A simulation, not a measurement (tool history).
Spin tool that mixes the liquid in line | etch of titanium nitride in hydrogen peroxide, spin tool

run	hour	temperature setpoint of the liquid (C)	concentration of hydrogen peroxide in the mixed liquid (% by weight)	time under the liquid (s)	thickness taken off the titanium nitride on a monitor wafer (Å)
1	0	57	20.5	160	161.3
2	4.3	57	23.5	160	166.42
3	11.3	61.5	23.5	160	227.82
4	16.7	61.5	27	160	234.99
5	25.6	61.5	27	160	232.46
6	33	61.5	23	160	224.83
7	41.5	58.5	23	160	182.72
8	42.8	56	23	160	156.92

Run 9 comes next. What will it give?
9	50.7	54	23	160	?

{"run 9": {"thickness taken off the titanium nitride on a monitor wafer (Å)": 134.84}}
